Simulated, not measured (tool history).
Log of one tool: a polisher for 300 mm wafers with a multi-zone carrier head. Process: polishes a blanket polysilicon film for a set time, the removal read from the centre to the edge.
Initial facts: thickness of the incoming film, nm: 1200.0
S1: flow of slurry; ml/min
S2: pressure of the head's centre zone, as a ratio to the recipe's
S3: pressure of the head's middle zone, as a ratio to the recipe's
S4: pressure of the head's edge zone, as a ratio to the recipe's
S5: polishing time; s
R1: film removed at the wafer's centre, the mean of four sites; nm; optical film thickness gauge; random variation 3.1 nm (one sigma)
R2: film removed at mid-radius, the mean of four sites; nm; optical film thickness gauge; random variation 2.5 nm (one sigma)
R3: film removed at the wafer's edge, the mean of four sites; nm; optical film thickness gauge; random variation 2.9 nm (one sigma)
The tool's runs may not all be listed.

| run | hour | S1 | S2 | S3 | S4 | S5 | R1 | R2 | R3 |
|---|---|---|---|---|---|---|---|---|---|
| 1 | 0.0 | 130 | 1.00 | 1.00 | 1.00 | 48 | 402.36 | 414.29 | 414.63 |
| 2 | 8.1 | 130 | 0.92 | 1.00 | 1.00 | 48 | 376.63 | 411.92 | 406.27 |
| 3 | 15.7 | 130 | 0.86 | 1.00 | 1.00 | 48 | 357.40 | 418.30 | 411.95 |
| 4 | 24.2 | 130 | 0.88 | 1.01 | 0.98 | 46 | 343.06 | 400.50 | 393.40 |
| 5 | 29.4 | 130 | 0.91 | 1.02 | 0.96 | 44 | 348.30 | 389.09 | 370.10 |
| 6 | 35.6 | 130 | 0.91 | 1.02 | 0.95 | 42 | 319.75 | 369.67 | 350.11 |
| 7 | 39.1 | 130 | 0.93 | 1.02 | 0.94 | 41 | 327.00 | 359.61 | 343.05 |

The next listed run, before its measurement:
| 8 | 41.5 | 130 | 0.93 | 1.02 | 0.94 | 41 | ? | ? | ? |

{"run 8": {"R1": 323.37, "R2": 361.51, "R3": 335.5}}

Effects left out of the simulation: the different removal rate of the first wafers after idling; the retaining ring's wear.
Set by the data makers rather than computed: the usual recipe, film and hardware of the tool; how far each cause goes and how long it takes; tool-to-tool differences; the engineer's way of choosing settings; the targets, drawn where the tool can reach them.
